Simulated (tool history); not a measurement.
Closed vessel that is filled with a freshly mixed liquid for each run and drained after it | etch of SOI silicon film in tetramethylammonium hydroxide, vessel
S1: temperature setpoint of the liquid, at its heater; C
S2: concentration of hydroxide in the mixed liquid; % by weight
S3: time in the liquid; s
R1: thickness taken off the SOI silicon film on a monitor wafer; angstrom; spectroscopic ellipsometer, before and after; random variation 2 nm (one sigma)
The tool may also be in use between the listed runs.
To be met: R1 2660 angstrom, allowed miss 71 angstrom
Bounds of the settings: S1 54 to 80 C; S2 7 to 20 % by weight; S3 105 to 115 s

| run | hour | S1 | S2 | S3 | R1 |
|---|---|---|---|---|---|
| 1 | 0 | 67 | 13.5 | 105 | 4745.1 |
| 2 | 6.4 | 67 | 13.5 | 105 | 4849.1 |
| 3 | 7.4 | 64.5 | 13.5 | 105 | 4174.3 |
| 4 | 14.7 | 64.5 | 13.5 | 105 | 4158.8 |
| 5 | 22.7 | 68 | 13.5 | 105 | 5086.8 |
| 6 | 23.5 | 68 | 16 | 105 | 4726 |
| 7 | 25.7 | 61.5 | 16.5 | 105 | 3149.5 |
| 8 | 27 | 61 | 16.5 | 105 | 3066.8 |
| 9 | 35 | 60.5 | 16.5 | 105 | 3006.1 |
| 10 | 42.2 | 60 | 16.5 | 105 | 2948.7 |
| 11 | 51 | 59.5 | 16.5 | 105 | 2776.7 |

5 next moves are on the table. One of them brings every result within its allowed miss. Which?
| A | 59.8 | 59 | 17.5 | 105 | ? |
| B | 59.8 | 61 | 17.5 | 105 | ? |
| C | 59.8 | 57.5 | 14 | 115 | ? |
| D | 59.8 | 59.5 | 15.5 | 105 | ? |
| E | 59.8 | 59.5 | 16 | 105 | ? |

| move | R1 |
|---|---|
| A | 2648.3 |
| B | 3001 |
| C | 2888.9 |
| D | 2854.7 |
| E | 2824.3 |
A: meets every target
B: further off than the last run
C: further off than the last run
D: further off than the last run
E: further off than the last run
The right move is A.
